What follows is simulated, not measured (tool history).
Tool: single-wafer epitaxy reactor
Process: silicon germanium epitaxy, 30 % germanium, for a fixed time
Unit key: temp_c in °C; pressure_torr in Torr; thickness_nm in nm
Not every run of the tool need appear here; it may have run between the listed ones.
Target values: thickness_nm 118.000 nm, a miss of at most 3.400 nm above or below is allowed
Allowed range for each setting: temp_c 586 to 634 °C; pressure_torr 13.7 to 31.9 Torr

run    day  temp_c  pressure_torr  thickness_nm
  1  0.000     610           22.8        79.100
  2  0.200     615           22.8        86.425
  3  0.283     619           23.0        92.879
  4  0.500     622           23.2        97.557
  5  0.850     625           23.3       103.010
  6  0.879     619           23.3        93.977
  7  1.158     622           23.4        98.448
  8  1.388     625           23.5       104.270
  9  1.500     627           23.6       108.090
 10  1.842     628           23.7       110.140
 11  1.904     628           23.7       110.020
 12  2.200     629           23.7       112.740
 13  2.262     630           23.7       114.150

Which one of the following 4 next-run settings gets every result inside its allowed miss? There is exactly one.
  A  2.325     632           23.8             ?
  B  2.325     632           21.4             ?
  C  2.325     629           23.5             ?
  D  2.325     625           25.4             ?

move  thickness_nm
   A       118.450
   B       111.090
   C       111.790
   D       109.300
A: all results in spec
B: further off than the last run
C: further off than the last run
D: further off than the last run
So the answer is move A, the one that meets all the targets.
